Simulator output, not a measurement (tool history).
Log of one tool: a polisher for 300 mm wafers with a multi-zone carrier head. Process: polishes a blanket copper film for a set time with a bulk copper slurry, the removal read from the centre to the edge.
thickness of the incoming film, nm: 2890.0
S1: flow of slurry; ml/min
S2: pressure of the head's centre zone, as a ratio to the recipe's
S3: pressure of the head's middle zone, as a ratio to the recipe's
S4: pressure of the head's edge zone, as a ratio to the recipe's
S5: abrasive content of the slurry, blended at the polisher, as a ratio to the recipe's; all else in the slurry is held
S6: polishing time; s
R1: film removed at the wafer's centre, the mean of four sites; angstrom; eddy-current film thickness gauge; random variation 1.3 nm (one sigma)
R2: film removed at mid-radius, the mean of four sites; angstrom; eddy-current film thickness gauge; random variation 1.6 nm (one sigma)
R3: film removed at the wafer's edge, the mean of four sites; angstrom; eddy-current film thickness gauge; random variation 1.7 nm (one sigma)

| run | hour | S1 | S2 | S3 | S4 | S5 | S6 | R1 | R2 | R3 |
|---|---|---|---|---|---|---|---|---|---|---|
| 1 | 0.0 | 225 | 1.00 | 1.00 | 1.00 | 1.00 | 42 | 3445.4 | 3433.3 | 3259.2 |
| 2 | 4.2 | 170 | 1.00 | 1.00 | 1.00 | 1.00 | 42 | 3334.0 | 3250.8 | 3275.3 |
| 3 | 12.9 | 165 | 0.96 | 0.98 | 0.97 | 0.90 | 36 | 2681.9 | 2669.8 | 2616.9 |
| 4 | 20.9 | 160 | 0.93 | 0.96 | 0.98 | 0.80 | 32 | 2241.2 | 2255.9 | 2265.5 |
| 5 | 25.9 | 160 | 0.90 | 0.95 | 0.98 | 0.75 | 30 | 1963.4 | 2030.1 | 2077.6 |
| 6 | 27.7 | 160 | 0.88 | 0.94 | 0.96 | 0.70 | 29 | 1839.4 | 1903.5 | 1931.5 |
| 7 | 33.6 | 160 | 0.86 | 0.93 | 0.95 | 0.65 | 28 | 1670.8 | 1764.7 | 1795.9 |
| 8 | 41.7 | 160 | 0.85 | 0.92 | 0.94 | 0.65 | 28 | 1604.9 | 1789.2 | 1773.4 |
| 9 | 49.2 | 150 | 0.87 | 0.83 | 0.91 | 0.50 | 25 | 1308.1 | 1302.4 | 1358.4 |
| 10 | 55.7 | 150 | 0.87 | 0.83 | 0.91 | 0.50 | 25 | 1310.5 | 1284.5 | 1396.3 |
| 11 | 61.6 | 150 | 0.87 | 0.83 | 0.91 | 0.50 | 25 | 1314.5 | 1298.0 | 1404.1 |
| 12 | 66.7 | 170 | 0.86 | 0.85 | 0.92 | 0.50 | 25 | 1307.2 | 1298.2 | 1387.6 |
| 13 | 72.8 | 165 | 0.86 | 0.87 | 0.94 | 0.50 | 25 | 1311.3 | 1338.8 | 1408.5 |
| 14 | 77.7 | 160 | 0.86 | 0.89 | 0.96 | 0.50 | 25 | 1305.1 | 1374.1 | 1450.2 |
| 15 | 85.4 | 160 | 0.87 | 0.91 | 0.97 | 0.50 | 25 | 1322.3 | 1379.0 | 1457.5 |
| 16 | 86.6 | 160 | 0.88 | 0.93 | 0.98 | 0.50 | 25 | 1363.7 | 1426.4 | 1445.4 |
| 17 | 88.5 | 210 | 0.86 | 0.94 | 1.08 | 0.65 | 25 | 1496.6 | 1663.8 | 1734.4 |
| 18 | 90.1 | 215 | 0.86 | 0.93 | 1.06 | 0.65 | 25 | 1506.5 | 1616.7 | 1739.1 |

The next listed run, before its measurement:
| 19 | 93.1 | 210 | 0.86 | 0.93 | 1.04 | 0.65 | 25 | ? | ? | ? |

R1: 1495.1 angstrom
R2: 1627.3 angstrom
R3: 1703.8 angstrom
